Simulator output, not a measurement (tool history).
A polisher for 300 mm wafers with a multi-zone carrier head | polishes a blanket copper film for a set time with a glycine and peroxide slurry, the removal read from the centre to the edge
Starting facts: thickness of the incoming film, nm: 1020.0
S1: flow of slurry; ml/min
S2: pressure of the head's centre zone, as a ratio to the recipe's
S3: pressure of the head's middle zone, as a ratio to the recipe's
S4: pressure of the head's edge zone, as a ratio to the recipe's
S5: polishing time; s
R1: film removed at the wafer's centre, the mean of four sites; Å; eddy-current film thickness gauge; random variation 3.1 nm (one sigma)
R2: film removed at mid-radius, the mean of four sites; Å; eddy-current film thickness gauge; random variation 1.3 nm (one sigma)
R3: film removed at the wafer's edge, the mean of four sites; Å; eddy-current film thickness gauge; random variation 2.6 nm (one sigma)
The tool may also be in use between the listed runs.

run,hour,S1,S2,S3,S4,S5,R1,R2,R3
1,0,280,1,1,1,66,3163.7,3068.9,3184.5
2,2.6,220,1,1,1,66,3097.3,3044.6,3116.7
3,5.4,220,0.96,1,1,66,3064.6,3025.1,3110.1
4,7.4,220,1.04,1,1,66,3157.4,3039.8,3059
5,14.4,220,1.04,1,0.95,66,3062.4,3029.9,3047
6,19.9,170,1.04,1,0.95,66,3004.4,2962.8,2977.4
7,23.7,170,1.02,0.97,0.94,63,2906.3,2712.2,2820.8

Forecast run 8:
8,28.8,170,0.98,0.96,0.94,60,?,?,?

Run 8 measured R1 2698.9 Å, R2 2594.1 Å, R3 2649.8 Å.

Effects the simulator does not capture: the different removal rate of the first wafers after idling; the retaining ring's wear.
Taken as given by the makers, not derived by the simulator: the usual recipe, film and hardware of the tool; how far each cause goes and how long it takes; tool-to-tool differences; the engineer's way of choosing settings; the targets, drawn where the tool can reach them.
